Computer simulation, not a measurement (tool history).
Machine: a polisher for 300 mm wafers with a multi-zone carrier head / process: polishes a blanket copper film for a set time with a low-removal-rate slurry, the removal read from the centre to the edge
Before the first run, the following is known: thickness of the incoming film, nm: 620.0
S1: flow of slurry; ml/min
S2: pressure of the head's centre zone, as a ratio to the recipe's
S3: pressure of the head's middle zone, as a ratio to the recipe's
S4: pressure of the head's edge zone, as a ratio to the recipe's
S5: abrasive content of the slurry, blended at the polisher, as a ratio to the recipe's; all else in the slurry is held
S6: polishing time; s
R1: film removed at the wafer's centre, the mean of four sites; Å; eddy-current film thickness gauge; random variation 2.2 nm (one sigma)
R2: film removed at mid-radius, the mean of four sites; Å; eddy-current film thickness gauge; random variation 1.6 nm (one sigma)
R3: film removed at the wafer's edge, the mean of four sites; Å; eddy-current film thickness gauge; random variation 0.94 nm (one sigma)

Run 1, hour 0: S1 250 ml/min, S2 1, S3 1, S4 1, S5 1, S6 52 s. Result: R1 2090.3 Å, R2 2055.7 Å, R3 2119.6 Å.
Run 2, hour 6.3: S1 275 ml/min, S2 1, S3 1, S4 1, S5 1, S6 52 s. Result: R1 2137.1 Å, R2 2087.8 Å, R3 2099.9 Å.
Run 3, hour 11.1: S1 275 ml/min, S2 1, S3 0.93, S4 1, S5 1, S6 52 s. Result: R1 2139 Å, R2 1960.6 Å, R3 2081.4 Å.
Run 4, hour 16.5: S1 275 ml/min, S2 1, S3 0.93, S4 1, S5 0.8, S6 52 s. Result: R1 2019.1 Å, R2 1869.8 Å, R3 2048.5 Å.
Run 5, hour 21.8: S1 275 ml/min, S2 1, S3 0.93, S4 1, S5 0.8, S6 63 s. Result: R1 2465.2 Å, R2 2286.3 Å, R3 2462.5 Å.
Run 6, hour 26: S1 275 ml/min, S2 1, S3 0.96, S4 1, S5 0.8, S6 63 s. Result: R1 2400.9 Å, R2 2374.1 Å, R3 2425.3 Å.
Run 7, hour 32.2: S1 290 ml/min, S2 1.01, S3 0.96, S4 0.96, S5 0.7, S6 56 s. Result: R1 2134.5 Å, R2 2035.6 Å, R3 2109.3 Å.

What does the tool deliver on the next run?
Run 8, hour 39.4: S1 290 ml/min, S2 1.01, S3 0.96, S4 0.96, S5 0.7, S6 56 s. Result: R1 ?, R2 ?, R3 ?.

R1: 2213.1 Å
R2: 2046.9 Å
R3: 2087.4 Å
